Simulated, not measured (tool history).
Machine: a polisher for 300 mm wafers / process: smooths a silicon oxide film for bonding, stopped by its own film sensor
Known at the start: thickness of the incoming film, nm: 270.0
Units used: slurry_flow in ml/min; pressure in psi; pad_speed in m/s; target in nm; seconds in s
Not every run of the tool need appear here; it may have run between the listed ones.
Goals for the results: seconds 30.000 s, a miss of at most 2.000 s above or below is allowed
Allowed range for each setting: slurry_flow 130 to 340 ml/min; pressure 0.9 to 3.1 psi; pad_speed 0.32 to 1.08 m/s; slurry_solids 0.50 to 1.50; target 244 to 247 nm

Run 1, hour 0.0: slurry_flow 220 ml/min, pressure 2.0 psi, pad_speed 0.70 m/s, slurry_solids 1.00, target 244 nm. Result: seconds 41.750 s.
Run 2, hour 5.6: slurry_flow 220 ml/min, pressure 2.0 psi, pad_speed 0.70 m/s, slurry_solids 1.15, target 244 nm. Result: seconds 38.331 s.
Run 3, hour 9.7: slurry_flow 220 ml/min, pressure 2.1 psi, pad_speed 0.70 m/s, slurry_solids 1.15, target 244 nm. Result: seconds 37.183 s.
Run 4, hour 15.5: slurry_flow 220 ml/min, pressure 2.1 psi, pad_speed 0.70 m/s, slurry_solids 1.15, target 247 nm. Result: seconds 33.921 s.
Run 5, hour 18.1: slurry_flow 240 ml/min, pressure 2.1 psi, pad_speed 0.70 m/s, slurry_solids 1.15, target 247 nm. Result: seconds 32.037 s.
Run 6, hour 22.1: slurry_flow 240 ml/min, pressure 2.6 psi, pad_speed 0.70 m/s, slurry_solids 1.15, target 247 nm. Result: seconds 27.605 s.
Run 7, hour 24.5: slurry_flow 240 ml/min, pressure 2.6 psi, pad_speed 0.70 m/s, slurry_solids 1.15, target 247 nm. Result: seconds 26.155 s.
Run 8, hour 29.9: slurry_flow 235 ml/min, pressure 2.5 psi, pad_speed 0.70 m/s, slurry_solids 1.15, target 247 nm. Result: seconds 26.771 s.

Consider the 4 candidate settings below. Which is the only one whose results all fall within their allowed miss of target?
Run A, hour 35.3: slurry_flow 240 ml/min, pressure 1.8 psi, pad_speed 0.82 m/s, slurry_solids 1.15, target 246 nm. Result: seconds ?.
Run B, hour 35.3: slurry_flow 240 ml/min, pressure 2.5 psi, pad_speed 0.72 m/s, slurry_solids 1.20, target 247 nm. Result: seconds ?.
Run C, hour 35.3: slurry_flow 205 ml/min, pressure 3.1 psi, pad_speed 0.62 m/s, slurry_solids 1.15, target 245 nm. Result: seconds ?.
Run D, hour 35.3: slurry_flow 265 ml/min, pressure 2.2 psi, pad_speed 0.88 m/s, slurry_solids 1.15, target 244 nm. Result: seconds ?.

move  seconds
   A   35.777
   B   26.902
   C   27.056
   D   30.079
A: pushes the last run's worst result past its target
B: just as far off the targets as the last run
C: better than the last run, though not everything is in spec
D: in spec on every target
The right move is D.
